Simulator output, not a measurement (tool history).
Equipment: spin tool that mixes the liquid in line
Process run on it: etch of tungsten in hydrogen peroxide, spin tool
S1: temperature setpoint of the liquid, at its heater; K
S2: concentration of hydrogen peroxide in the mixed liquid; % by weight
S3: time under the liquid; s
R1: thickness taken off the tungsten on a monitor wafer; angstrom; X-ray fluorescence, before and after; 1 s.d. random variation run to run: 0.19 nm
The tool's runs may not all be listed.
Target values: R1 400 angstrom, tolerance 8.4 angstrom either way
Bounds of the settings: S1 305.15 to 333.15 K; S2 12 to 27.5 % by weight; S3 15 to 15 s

Run 1, hour 0: S1 317.15 K, S2 18.5 % by weight, S3 15 s. Result: R1 191.51 angstrom.
Run 2, hour 7.8: S1 317.15 K, S2 15 % by weight, S3 15 s. Result: R1 173.21 angstrom.
Run 3, hour 16.5: S1 317.15 K, S2 17 % by weight, S3 15 s. Result: R1 183.86 angstrom.
Run 4, hour 24.1: S1 321.15 K, S2 17 % by weight, S3 15 s. Result: R1 238.67 angstrom.
Run 5, hour 32: S1 323.65 K, S2 17 % by weight, S3 15 s. Result: R1 276.93 angstrom.
Run 6, hour 35.2: S1 323.65 K, S2 18.5 % by weight, S3 15 s. Result: R1 288.35 angstrom.
Run 7, hour 43: S1 325.15 K, S2 18.5 % by weight, S3 15 s. Result: R1 313.87 angstrom.
Run 8, hour 48: S1 326.15 K, S2 18.5 % by weight, S3 15 s. Result: R1 337.95 angstrom.
Run 9, hour 56.6: S1 327.15 K, S2 18.5 % by weight, S3 15 s. Result: R1 357.01 angstrom.

Exactly one of the 5 candidate moves below puts every result within its allowed miss. Which one?
Run A, hour 65.2: S1 327.15 K, S2 23 % by weight, S3 15 s. Result: R1 ?.
Run B, hour 65.2: S1 326.65 K, S2 18 % by weight, S3 15 s. Result: R1 ?.
Run C, hour 65.2: S1 325.15 K, S2 20 % by weight, S3 15 s. Result: R1 ?.
Run D, hour 65.2: S1 327.15 K, S2 20.5 % by weight, S3 15 s. Result: R1 ?.
Run E, hour 65.2: S1 327.15 K, S2 13.5 % by weight, S3 15 s. Result: R1 ?.

move      R1
   A  397.23
   B  341.07
   C  328.53
   D  375.02
   E  304.33
A: every result lands within tolerance
B: moves away from the targets compared with the last run
C: moves away from the targets compared with the last run
D: nearer than the last run, and not there yet
E: moves away from the targets compared with the last run
So the answer is move A, the one that meets all the targets.
